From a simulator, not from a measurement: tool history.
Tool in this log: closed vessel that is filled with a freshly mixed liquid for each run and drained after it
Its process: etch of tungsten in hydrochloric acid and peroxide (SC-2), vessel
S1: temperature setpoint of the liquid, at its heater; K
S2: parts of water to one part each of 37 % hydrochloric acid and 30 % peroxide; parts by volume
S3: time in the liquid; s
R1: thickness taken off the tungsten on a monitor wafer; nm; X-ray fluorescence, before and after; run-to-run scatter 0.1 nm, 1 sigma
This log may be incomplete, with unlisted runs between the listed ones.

{"run": 1, "day": 0.0, "S1": 330.15, "S2": 9, "S3": 30, "R1": 18.118}
{"run": 2, "day": 0.379, "S1": 330.15, "S2": 12, "S3": 30, "R1": 14.276}
{"run": 3, "day": 0.758, "S1": 331.15, "S2": 12, "S3": 30, "R1": 15.332}
{"run": 4, "day": 0.842, "S1": 332.15, "S2": 12, "S3": 30, "R1": 16.242}
{"run": 5, "day": 1.096, "S1": 332.65, "S2": 12, "S3": 30, "R1": 16.751}
{"run": 6, "day": 1.396, "S1": 332.65, "S2": 12, "S3": 30, "R1": 16.794}
{"run": 7, "day": 1.45, "S1": 333.15, "S2": 12, "S3": 30, "R1": 17.282}
{"run": 8, "day": 1.562, "S1": 333.65, "S2": 12, "S3": 30, "R1": 17.933}

Run 9, settings as shown, results not yet in. Your forecast:
{"run": 9, "day": 1.762, "S1": 334.15, "S2": 12, "S3": 30, "R1": "?"}

Run 9 yielded R1 18.418 nm.
